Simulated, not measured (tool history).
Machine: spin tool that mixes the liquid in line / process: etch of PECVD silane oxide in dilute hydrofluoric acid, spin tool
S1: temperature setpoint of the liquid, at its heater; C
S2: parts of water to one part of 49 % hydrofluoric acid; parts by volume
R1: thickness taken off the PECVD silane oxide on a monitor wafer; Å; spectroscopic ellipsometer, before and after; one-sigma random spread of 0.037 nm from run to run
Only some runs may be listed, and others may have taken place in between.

run 1 day=0.000 | S1=23.0 S2=185 time_under_the_liquid_(s)=15 | R1=32.471
run 2 day=0.325 | S1=23.0 S2=185 time_under_the_liquid_(s)=15 | R1=32.045
run 3 day=0.575 | S1=23.0 S2=130 time_under_the_liquid_(s)=15 | R1=49.310
run 4 day=0.862 | S1=23.0 S2=130 time_under_the_liquid_(s)=15 | R1=49.538
run 5 day=1.154 | S1=23.0 S2=85 time_under_the_liquid_(s)=15 | R1=79.220
run 6 day=1.196 | S1=23.0 S2=60 time_under_the_liquid_(s)=15 | R1=115.890
run 7 day=1.450 | S1=22.0 S2=70 time_under_the_liquid_(s)=15 | R1=92.889
run 8 day=1.525 | S1=21.5 S2=80 time_under_the_liquid_(s)=15 | R1=78.921
run 9 day=1.550 | S1=21.0 S2=85 time_under_the_liquid_(s)=15 | R1=73.161
run 10 day=1.575 | S1=20.5 S2=90 time_under_the_liquid_(s)=15 | R1=67.075
run 11 day=1.629 | S1=20.0 S2=95 time_under_the_liquid_(s)=15 | R1=62.713
run 12 day=1.883 | S1=19.5 S2=100 time_under_the_liquid_(s)=15 | R1=56.275
run 13 day=2.062 | S1=17.0 S2=135 time_under_the_liquid_(s)=15 | R1=36.436

Estimate the outcome of run 14 from the log above:
run 14 day=2.188 | S1=18.0 S2=135 time_under_the_liquid_(s)=15 | R1=?

Run 14 produced R1 38.326 Å.
